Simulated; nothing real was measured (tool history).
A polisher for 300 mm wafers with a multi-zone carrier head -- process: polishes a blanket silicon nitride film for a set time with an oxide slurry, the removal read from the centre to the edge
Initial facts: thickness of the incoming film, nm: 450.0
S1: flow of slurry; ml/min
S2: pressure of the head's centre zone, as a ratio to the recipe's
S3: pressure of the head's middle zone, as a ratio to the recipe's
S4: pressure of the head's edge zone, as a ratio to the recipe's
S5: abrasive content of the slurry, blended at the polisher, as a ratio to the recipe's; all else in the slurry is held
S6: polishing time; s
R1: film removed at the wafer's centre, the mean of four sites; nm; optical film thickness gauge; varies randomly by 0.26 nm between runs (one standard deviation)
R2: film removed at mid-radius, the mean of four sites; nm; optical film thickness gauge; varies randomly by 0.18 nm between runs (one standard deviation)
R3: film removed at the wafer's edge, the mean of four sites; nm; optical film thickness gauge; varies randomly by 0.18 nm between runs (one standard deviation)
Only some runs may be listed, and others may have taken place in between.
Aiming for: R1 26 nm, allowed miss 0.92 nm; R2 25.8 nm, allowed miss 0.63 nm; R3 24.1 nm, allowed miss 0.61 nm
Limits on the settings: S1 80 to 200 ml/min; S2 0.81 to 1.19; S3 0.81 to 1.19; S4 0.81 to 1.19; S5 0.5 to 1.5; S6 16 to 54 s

run  hour   S1    S2    S3    S4    S5  S6      R1      R2      R3
  1     0  130     1     1     1     1  35  24.141  24.464  24.343
  2   3.4  135  1.01     1  0.99     1  35  24.825  24.801  24.655
  3  11.6  135  1.01     1  0.99     1  28  20.241  19.805  19.365
  4  12.7  135  1.01     1  1.04     1  28  19.859  19.844  20.061
  5    21  145  1.03  1.02  1.06     1  28  20.582  20.599  20.622
  6    26  145  1.03  1.02  1.06     1  34  24.581    24.8  24.707
  7  33.2  145  1.03  1.02  1.05     1  34  25.422  24.969   24.46
     35.9  -- worn pad replaced by a new one
  8  35.9  150  1.03  1.03  1.03     1  34  28.251  28.333  27.425
  9  42.1  150  1.04  1.04  1.03  0.95  34  27.258  27.257  26.142
 10  48.2  150  1.04  1.04  1.02   0.9  34  25.953  25.958  25.517
 11  55.5  150  1.05  1.05  1.01   0.9  34  26.538  26.752  25.427

Exercise: of the 4 proposed moves below, exactly one satisfies all targets within the stated allowed misses. Which move is it?
  A  62.8  145  1.09  1.09  1.03  0.75  38   ?   ?   ?
  B  62.8  135  1.02  0.99  1.09  1.05  32   ?   ?   ?
  C  62.8  160  1.06  1.09  0.98   0.9  33   ?   ?   ?
  D  62.8  150  1.04  1.15  0.99  0.95  32   ?   ?   ?

move      R1      R2      R3
   A  26.041  25.555  23.754
   B  26.465  25.668  26.696
   C   26.49  26.673   24.13
   D  25.891  27.863   24.24
A: each result inside its tolerance
B: lands further from the targets than the last run did
C: corrects the largest miss of the last run, while another result sits out of spec
D: corrects the largest miss of the last run, while another result sits out of spec
Correct choice: A, which meets every target
